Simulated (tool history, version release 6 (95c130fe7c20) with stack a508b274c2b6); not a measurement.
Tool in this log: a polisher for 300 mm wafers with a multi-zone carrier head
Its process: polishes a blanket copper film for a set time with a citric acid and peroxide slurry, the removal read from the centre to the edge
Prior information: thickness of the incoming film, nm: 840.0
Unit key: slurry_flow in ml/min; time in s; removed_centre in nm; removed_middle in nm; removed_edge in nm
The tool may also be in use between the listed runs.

| run | day | slurry_flow | centre_zone | middle_zone | edge_zone | slurry_solids | time | removed_centre | removed_middle | removed_edge |
|---|---|---|---|---|---|---|---|---|---|---|
| 1 | 0 | 260 | 1 | 1 | 1 | 1 | 72 | 107.15 | 109.6 | 111.72 |
| 2 | 0.2 | 255 | 1.01 | 0.96 | 0.97 | 0.85 | 63 | 91.338 | 89.079 | 95.069 |
| 3 | 0.575 | 255 | 1.03 | 0.95 | 0.94 | 0.75 | 56 | 83.311 | 78.645 | 79.409 |
| 4 | 0.779 | 255 | 1.03 | 0.95 | 0.94 | 0.75 | 64 | 95.032 | 88.93 | 92.078 |
| 5 | 1.108 | 255 | 1.03 | 0.92 | 0.93 | 0.7 | 58 | 84.292 | 77.578 | 82.044 |
| 6 | 1.146 | 230 | 1.03 | 0.92 | 0.93 | 0.7 | 58 | 84.59 | 78.282 | 81.449 |
| 7 | 1.521 | 230 | 1.03 | 0.89 | 0.92 | 0.65 | 53 | 76.446 | 68.132 | 74.921 |
| 8 | 1.658 | 230 | 1.03 | 0.88 | 0.9 | 0.6 | 50 | 71.922 | 64.029 | 66.507 |
| 9 | 2.017 | 230 | 1.03 | 0.88 | 0.9 | 0.6 | 50 | 70.277 | 62.391 | 69.85 |
| 10 | 2.379 | 230 | 1.04 | 0.88 | 0.88 | 0.55 | 48 | 66.912 | 59.871 | 65.052 |
| 11 | 2.467 | 230 | 1.05 | 0.87 | 0.86 | 0.55 | 47 | 66.413 | 58.687 | 62.554 |
| 12 | 2.758 | 230 | 1.05 | 0.86 | 0.85 | 0.55 | 47 | 67.268 | 57.633 | 62.118 |
| 13 | 3.121 | 230 | 1.04 | 0.85 | 0.84 | 0.55 | 47 | 66.918 | 57.248 | 62.214 |

Forecast run 14:
| 14 | 3.433 | 230 | 1.03 | 0.84 | 0.83 | 0.55 | 47 | ? | ? | ? |

removed_centre: 67.004 nm
removed_middle: 56.824 nm
removed_edge: 62.429 nm

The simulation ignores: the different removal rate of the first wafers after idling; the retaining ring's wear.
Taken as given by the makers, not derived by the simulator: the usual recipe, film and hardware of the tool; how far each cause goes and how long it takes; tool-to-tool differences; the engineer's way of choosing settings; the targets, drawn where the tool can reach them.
